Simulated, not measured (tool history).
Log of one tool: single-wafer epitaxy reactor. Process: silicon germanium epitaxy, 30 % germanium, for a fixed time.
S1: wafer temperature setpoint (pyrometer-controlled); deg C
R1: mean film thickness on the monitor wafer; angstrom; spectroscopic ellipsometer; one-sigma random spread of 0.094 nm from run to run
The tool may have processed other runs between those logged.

run 1 hour=0 | S1=590 chamber_pressure_(mTorr)=26300 | R1=518.74
run 2 hour=7 | S1=590 chamber_pressure_(mTorr)=28000 | R1=532.61
run 3 hour=11.3 | S1=586 chamber_pressure_(mTorr)=28000 | R1=490.71
run 4 hour=14.7 | S1=586 chamber_pressure_(mTorr)=23400 | R1=461.87
run 5 hour=15.8 | S1=585 chamber_pressure_(mTorr)=23400 | R1=452.6
run 6 hour=23.9 | S1=585 chamber_pressure_(mTorr)=25800 | R1=466.45
run 7 hour=31.2 | S1=584 chamber_pressure_(mTorr)=25800 | R1=456.67
run 8 hour=39.8 | S1=583 chamber_pressure_(mTorr)=25800 | R1=447.99
run 9 hour=48.4 | S1=583 chamber_pressure_(mTorr)=25800 | R1=449.65

What will run 10 give?
run 10 hour=55.9 | S1=582 chamber_pressure_(mTorr)=25800 | R1=?

R1: 438.09 angstrom
